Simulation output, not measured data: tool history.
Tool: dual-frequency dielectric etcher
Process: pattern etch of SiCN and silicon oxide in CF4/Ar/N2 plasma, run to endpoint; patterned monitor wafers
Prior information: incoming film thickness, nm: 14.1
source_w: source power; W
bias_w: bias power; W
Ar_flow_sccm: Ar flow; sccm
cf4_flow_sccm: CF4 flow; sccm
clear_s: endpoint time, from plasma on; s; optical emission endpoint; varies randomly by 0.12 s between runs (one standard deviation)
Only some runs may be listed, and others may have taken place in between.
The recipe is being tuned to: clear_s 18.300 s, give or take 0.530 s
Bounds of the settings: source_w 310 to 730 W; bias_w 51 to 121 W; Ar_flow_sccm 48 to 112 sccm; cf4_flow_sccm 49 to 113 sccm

run,day,source_w,bias_w,Ar_flow_sccm,cf4_flow_sccm,clear_s
1,0.000,520,86,80,81,11.898
2,0.046,460,81,82,79,13.531
3,0.129,460,92,82,79,12.851
4,0.267,410,86,84,77,14.204
5,0.417,410,73,84,77,15.688
6,0.792,410,73,72,77,15.613
7,1.000,380,72,72,77,16.665
8,1.112,360,72,72,77,16.951
# day 1.225: bias power generator calibrated
9,1.225,350,72,72,77,17.705

Exactly one of the 4 candidate moves below puts every result within its allowed miss. Which one?
A,1.338,380,66,79,86,?
B,1.338,340,67,65,79,?
C,1.338,350,79,70,66,?
D,1.338,360,72,59,75,?

move,clear_s
A,17.345
B,18.436
C,16.899
D,16.963
A: the biggest miss grows against the last run
B: all results land within tolerance of their targets
C: the biggest miss grows against the last run
D: the biggest miss grows against the last run
Move B is the one to make.
